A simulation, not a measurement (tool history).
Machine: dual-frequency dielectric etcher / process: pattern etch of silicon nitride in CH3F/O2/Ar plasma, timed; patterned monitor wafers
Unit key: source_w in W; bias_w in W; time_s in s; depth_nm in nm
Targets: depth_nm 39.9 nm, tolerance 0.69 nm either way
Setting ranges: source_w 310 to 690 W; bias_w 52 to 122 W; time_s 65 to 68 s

run  hour  source_w  bias_w  time_s  depth_nm
  1     0       500      87      65    51.993
  2   8.4       500      75      65     49.96
  3  17.3       420      75      65    44.221
  4  21.8       420      75      65    43.944
     24.9  -- source power generator calibrated
  5  24.9       420      75      68    46.698
  6  30.3       420      88      68    49.832
  7  38.7       390      84      68    46.571
  8  47.6       370      82      68    44.237
  9  56.1       360      82      68    43.461
 10  57.2       350      82      68    42.588
 11  61.1       340      82      68    41.263

Of the 4 settings listed for the next run, only one would bring every result within its allowed miss of target. Which one?
  A    65       310      94      68         ?
  B    65       330      96      68         ?
  C    65       370      80    65.5         ?
  D    65       310      80      68         ?

move  depth_nm
   A    39.806
   B     42.43
   C     41.79
   D    37.394
A: all results in spec
B: the biggest miss grows against the last run
C: the biggest miss grows against the last run
D: the result that was furthest off in the last run now lies on the other side of its target
The right move is A.
